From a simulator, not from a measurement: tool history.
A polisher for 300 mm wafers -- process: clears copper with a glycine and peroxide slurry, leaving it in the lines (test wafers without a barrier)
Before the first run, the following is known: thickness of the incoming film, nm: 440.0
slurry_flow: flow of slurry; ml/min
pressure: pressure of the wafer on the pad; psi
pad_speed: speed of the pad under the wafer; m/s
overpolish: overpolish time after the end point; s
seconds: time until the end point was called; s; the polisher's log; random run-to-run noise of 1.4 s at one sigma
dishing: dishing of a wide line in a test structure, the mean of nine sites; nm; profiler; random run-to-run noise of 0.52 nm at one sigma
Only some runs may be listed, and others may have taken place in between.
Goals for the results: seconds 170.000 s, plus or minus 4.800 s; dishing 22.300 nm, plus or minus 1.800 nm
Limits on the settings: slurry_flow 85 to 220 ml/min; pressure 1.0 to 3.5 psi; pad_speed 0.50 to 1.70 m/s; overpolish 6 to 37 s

run,day,slurry_flow,pressure,pad_speed,overpolish,seconds,dishing
1,0.000,140,2.2,1.10,19,77.799,34.534
2,0.246,140,2.2,1.10,13,78.126,28.998
3,0.342,140,2.2,1.10,21,76.021,33.455
4,0.425,155,2.2,1.10,21,76.051,34.249
5,0.704,155,2.2,1.30,21,67.448,32.696
6,0.750,130,2.2,1.30,21,67.894,34.805
7,0.788,150,1.8,1.06,16,91.449,30.368
8,0.992,175,1.5,0.88,13,114.480,24.678
9,1.029,170,1.3,0.80,12,132.090,20.751
10,1.392,170,1.3,0.80,12,133.280,21.215
11,1.579,155,1.2,0.76,16,146.830,25.211
12,1.762,145,1.1,0.76,14,154.960,23.383
13,1.867,135,1.1,0.76,13,157.960,21.711
14,2.179,125,1.1,0.76,13,159.830,20.203
15,2.217,120,1.1,0.76,14,159.220,21.549
16,2.488,115,1.1,0.76,15,162.800,21.374

4 next moves are on the table. One of them brings every result within its allowed miss. Which?
A,2.758,115,1.0,0.78,16,?,?
B,2.758,130,1.2,0.72,15,?,?
C,2.758,90,1.3,0.70,11,?,?
D,2.758,110,1.4,0.66,15,?,?

move,seconds,dishing
A,170.250,22.980
B,157.820,23.122
C,169.880,17.501
D,159.330,22.981
A: meets every target
B: lands further from the targets than the last run did
C: the worst result of the last run now meets its target, but another is out of spec
D: lands further from the targets than the last run did
So the answer is move A, the one that meets all the targets.
